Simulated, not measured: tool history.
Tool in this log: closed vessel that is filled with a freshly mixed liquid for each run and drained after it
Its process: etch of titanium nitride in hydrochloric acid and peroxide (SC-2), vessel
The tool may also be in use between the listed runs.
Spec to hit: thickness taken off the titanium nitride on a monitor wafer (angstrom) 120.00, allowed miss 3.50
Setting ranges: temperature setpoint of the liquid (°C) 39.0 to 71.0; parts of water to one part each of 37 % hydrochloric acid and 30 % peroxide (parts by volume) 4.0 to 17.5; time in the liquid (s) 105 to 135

run  hour  temperature setpoint of the liquid (°C)  parts of water to one part each of 37 % hydrochloric acid and 30 % peroxide (parts by volume)  time in the liquid (s)  thickness taken off the titanium nitride on a monitor wafer (angstrom)
  1   0.0                                     55.0                                                                                            9.5                     135                                                                   92.66
  2   6.1                                     61.5                                                                                            9.5                     135                                                                  138.23
  3   7.3                                     61.0                                                                                            9.5                     135                                                                  135.43
  4  12.6                                     61.0                                                                                            8.0                     135                                                                  156.40
  5  18.8                                     60.5                                                                                            8.0                     135                                                                  149.89
  6  22.5                                     60.5                                                                                            7.0                     135                                                                  166.86
  7  24.2                                     59.5                                                                                            7.0                     135                                                                  157.32
  8  27.8                                     59.5                                                                                            7.0                     135                                                                  156.77
  9  31.2                                     59.0                                                                                            7.0                     135                                                                  151.42
 10  34.8                                     58.5                                                                                            7.0                     135                                                                  146.53
 11  38.4                                     58.0                                                                                            7.0                     135                                                                  142.07
 12  43.3                                     57.5                                                                                            7.0                     135                                                                  138.46
 13  45.8                                     57.0                                                                                            7.0                     135                                                                  133.87

Next run, 5 choices. One meets every target within its allowed miss, the rest don't. Which?
  A  48.3                                     61.5                                                                                            7.0                     120                                                                       ?
  B  48.3                                     58.5                                                                                            7.5                     135                                                                       ?
  C  48.3                                     60.0                                                                                            9.5                     120                                                                       ?
  D  48.3                                     60.0                                                                                            7.0                     130                                                                       ?
  E  48.3                                     55.0                                                                                            6.5                     130                                                                       ?

move  thickness taken off the titanium nitride on a monitor wafer (angstrom)
   A                                                                  158.20
   B                                                                  139.68
   C                                                                  112.74
   D                                                                  156.06
   E                                                                  120.17
A: further off than the last run
B: further off than the last run
C: the result that was furthest off in the last run now lies on the other side of its target
D: further off than the last run
E: meets every target
E meets every target.
